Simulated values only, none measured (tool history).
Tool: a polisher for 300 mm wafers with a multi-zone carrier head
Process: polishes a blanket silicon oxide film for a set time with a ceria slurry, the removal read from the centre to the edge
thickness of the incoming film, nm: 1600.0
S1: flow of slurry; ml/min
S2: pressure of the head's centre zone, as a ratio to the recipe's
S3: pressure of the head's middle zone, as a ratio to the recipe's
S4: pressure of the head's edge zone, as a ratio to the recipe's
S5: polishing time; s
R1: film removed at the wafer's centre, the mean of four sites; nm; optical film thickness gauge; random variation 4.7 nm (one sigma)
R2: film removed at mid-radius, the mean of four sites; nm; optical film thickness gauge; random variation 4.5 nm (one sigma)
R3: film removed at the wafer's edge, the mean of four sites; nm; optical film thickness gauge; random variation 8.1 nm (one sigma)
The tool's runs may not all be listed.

| run | hour | S1 | S2 | S3 | S4 | S5 | R1 | R2 | R3 |
|---|---|---|---|---|---|---|---|---|---|
| 1 | 0.0 | 270 | 1.00 | 1.00 | 1.00 | 71 | 515.61 | 501.71 | 505.54 |
| 2 | 2.8 | 275 | 1.03 | 1.00 | 1.04 | 75 | 566.30 | 535.59 | 542.57 |
| 3 | 5.4 | 225 | 1.03 | 1.00 | 1.04 | 75 | 556.77 | 525.11 | 530.91 |
| 4 | 12.6 | 225 | 0.96 | 1.00 | 1.04 | 75 | 508.21 | 516.67 | 532.28 |
| 5 | 19.3 | 225 | 0.96 | 1.07 | 1.04 | 75 | 511.70 | 548.71 | 522.41 |
| 6 | 27.3 | 245 | 0.99 | 1.05 | 1.07 | 78 | 554.28 | 574.57 | 559.00 |
|  | 34.3 | worn pad replaced by a new one |
| 7 | 34.3 | 265 | 1.02 | 1.02 | 1.10 | 80 | 653.08 | 627.55 | 634.36 |

Run 8 comes next. What will it give?
| 8 | 36.3 | 280 | 1.03 | 1.00 | 1.10 | 80 | ? | ? | ? |

Run 8 gave R1 657.78 nm, R2 617.13 nm, R3 628.75 nm.
